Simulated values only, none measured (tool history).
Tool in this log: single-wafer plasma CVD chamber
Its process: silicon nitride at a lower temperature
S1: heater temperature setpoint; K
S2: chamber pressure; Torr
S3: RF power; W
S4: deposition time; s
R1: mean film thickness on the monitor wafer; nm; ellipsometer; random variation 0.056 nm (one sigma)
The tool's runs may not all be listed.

run 1 hour=0 | S1=623.15 S2=1.44 S3=290 S4=24.5 | R1=24.768
run 2 hour=3.4 | S1=623.15 S2=1.42 S3=290 S4=24.5 | R1=24.639
run 3 hour=10.5 | S1=623.15 S2=1.27 S3=290 S4=24.5 | R1=23.908
run 4 hour=16.4 | S1=623.15 S2=1.27 S3=290 S4=25.3 | R1=24.58
-- hour=19.3 RF generator calibrated
run 5 hour=19.3 | S1=623.15 S2=1.25 S3=290 S4=25.3 | R1=25.587
run 6 hour=20.3 | S1=623.15 S2=1.25 S3=330 S4=25.3 | R1=28.146
run 7 hour=26.6 | S1=623.15 S2=1.24 S3=325 S4=25.3 | R1=27.798
run 8 hour=31.1 | S1=623.15 S2=1.23 S3=320 S4=25.3 | R1=27.245
run 9 hour=33.6 | S1=623.15 S2=1.22 S3=315 S4=25.3 | R1=27.09
run 10 hour=34.7 | S1=623.15 S2=1.22 S3=315 S4=25.3 | R1=26.935
run 11 hour=41.1 | S1=623.15 S2=1.21 S3=310 S4=25.3 | R1=26.607

Run 12 comes next. What will it give?
run 12 hour=44.1 | S1=623.15 S2=1.21 S3=305 S4=25.3 | R1=?

R1: 26.232 nm
